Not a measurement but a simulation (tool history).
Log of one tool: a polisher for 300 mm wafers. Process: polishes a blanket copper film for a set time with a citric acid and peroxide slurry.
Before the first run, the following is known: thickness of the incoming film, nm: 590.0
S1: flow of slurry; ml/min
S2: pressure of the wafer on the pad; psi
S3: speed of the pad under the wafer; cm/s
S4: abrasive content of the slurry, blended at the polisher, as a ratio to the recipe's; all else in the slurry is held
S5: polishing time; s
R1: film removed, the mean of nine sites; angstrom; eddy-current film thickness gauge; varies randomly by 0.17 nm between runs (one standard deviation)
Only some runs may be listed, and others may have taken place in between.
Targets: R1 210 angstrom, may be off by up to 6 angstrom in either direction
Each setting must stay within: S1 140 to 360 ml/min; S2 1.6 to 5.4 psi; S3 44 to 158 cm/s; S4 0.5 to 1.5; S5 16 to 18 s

run,hour,S1,S2,S3,S4,S5,R1
1,0,230,3.5,100,1,18,400.44
2,6.3,230,3.1,98,1,18,352.51
3,7.9,230,3.8,98,1,18,420.55
4,10.7,230,3.8,88,1,18,376.17
5,19,230,3.8,88,1.1,18,375.37
6,21.7,230,3.4,88,1.1,18,343.17
7,28.2,230,3,88,1.1,18,314.4
8,32.3,230,2.7,86,1.1,18,274.1

Exercise: of the 4 proposed moves below, exactly one satisfies all targets within the stated allowed misses. Which move is it?
A,36.4,215,3.2,50,1,18,?
B,36.4,275,3.3,66,1.3,16,?
C,36.4,230,2.3,84,1.1,16,?
D,36.4,220,2.8,112,1.2,18,?

move,R1
A,188.05
B,239.42
C,212.34
D,376.22
A: moves the result that the last run missed by most past its target, out the other side
B: moves toward the targets from the last run without getting all of them in spec
C: each result inside its tolerance
D: lands further from the targets than the last run did
C meets every target.
